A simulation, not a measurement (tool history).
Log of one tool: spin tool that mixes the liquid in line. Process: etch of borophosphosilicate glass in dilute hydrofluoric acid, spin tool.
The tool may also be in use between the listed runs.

run	hour	temperature setpoint of the liquid (K)	parts of water to one part of 49 % hydrofluoric acid (parts by volume)	time under the liquid (s)	thickness taken off the borophosphosilicate glass on a monitor wafer (angstrom)
1	0	299.15	180	20	33.075
2	1.6	298.15	180	20	32.129
3	3.9	297.15	180	20	31.046
4	9.2	296.65	180	20	30.052
5	14.1	296.65	120	20	47.857
6	22	295.65	130	20	42.303
7	24.1	295.15	135	20	39.934
8	32.4	294.65	140	20	36.924

Forecast run 9:
9	37.8	294.65	140	20	?

thickness taken off the borophosphosilicate glass on a monitor wafer (angstrom): 36.767
